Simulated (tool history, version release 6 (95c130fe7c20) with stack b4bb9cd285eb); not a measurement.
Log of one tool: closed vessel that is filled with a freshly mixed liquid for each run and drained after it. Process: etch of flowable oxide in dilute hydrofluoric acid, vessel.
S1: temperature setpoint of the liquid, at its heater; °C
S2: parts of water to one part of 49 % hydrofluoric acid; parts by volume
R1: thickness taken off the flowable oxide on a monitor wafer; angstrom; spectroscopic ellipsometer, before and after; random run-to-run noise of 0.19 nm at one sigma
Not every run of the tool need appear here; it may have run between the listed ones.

{"run": 1, "day": 0.0, "S1": 24.0, "S2": 55, "time in the liquid (s)": 165, "R1": 624.15}
{"run": 2, "day": 0.367, "S1": 22.5, "S2": 60, "time in the liquid (s)": 165, "R1": 538.93}
{"run": 3, "day": 0.412, "S1": 22.5, "S2": 50, "time in the liquid (s)": 165, "R1": 639.7}
{"run": 4, "day": 0.708, "S1": 21.5, "S2": 55, "time in the liquid (s)": 165, "R1": 561.59}
{"run": 5, "day": 0.871, "S1": 21.5, "S2": 55, "time in the liquid (s)": 165, "R1": 558.63}
{"run": 6, "day": 1.112, "S1": 21.5, "S2": 55, "time in the liquid (s)": 175, "R1": 590.52}
{"run": 7, "day": 1.158, "S1": 21.5, "S2": 55, "time in the liquid (s)": 175, "R1": 592.23}
{"run": 8, "day": 1.392, "S1": 20.5, "S2": 60, "time in the liquid (s)": 175, "R1": 514.66}

Run 9 has not been measured yet. What should we expect?
{"day": 1.592, "done": "thermometer replaced"}
{"run": 9, "day": 1.592, "S1": 19.5, "S2": 65, "time in the liquid (s)": 175, "R1": "?"}

R1: 485.96 angstrom

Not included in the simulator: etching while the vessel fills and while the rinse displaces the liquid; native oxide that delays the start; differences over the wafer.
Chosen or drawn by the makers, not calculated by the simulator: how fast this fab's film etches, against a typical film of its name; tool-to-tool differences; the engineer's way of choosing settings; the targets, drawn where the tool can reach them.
